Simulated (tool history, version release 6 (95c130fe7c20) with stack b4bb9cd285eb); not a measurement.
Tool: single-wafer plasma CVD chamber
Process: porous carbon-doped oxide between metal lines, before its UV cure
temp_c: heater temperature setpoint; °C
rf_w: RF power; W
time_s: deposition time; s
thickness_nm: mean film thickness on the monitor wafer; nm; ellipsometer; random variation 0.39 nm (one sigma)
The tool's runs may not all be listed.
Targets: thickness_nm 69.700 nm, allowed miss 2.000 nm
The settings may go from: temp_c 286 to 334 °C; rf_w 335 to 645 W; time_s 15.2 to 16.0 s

run    day  temp_c  rf_w  time_s  thickness_nm
  1  0.000     310   490    16.0        80.500
  2  0.262     316   490    16.0        78.372
  3  0.471     317   480    16.0        75.998
  4  0.750     317   545    16.0        80.930
  5  0.979     317   545    16.0        81.080
  6  1.221     319   535    15.9        78.510
  7  1.583     321   530    15.9        77.652
  8  1.929     322   525    15.8        76.789
  9  2.079     323   520    15.7        76.125
 10  2.296     324   510    15.6        73.227

Which of these 5 next moves meets every target?
  A  2.512     323   475    16.0             ?
  B  2.512     332   555    16.0             ?
  C  2.512     321   505    15.8             ?
  D  2.512     321   545    15.3             ?
  E  2.512     331   505    15.3             ?

move  thickness_nm
   A        74.444
   B        76.273
   C        76.517
   D        76.863
   E        70.260
A: further off than the last run
B: further off than the last run
C: further off than the last run
D: further off than the last run
E: meets every target
The right move is E.
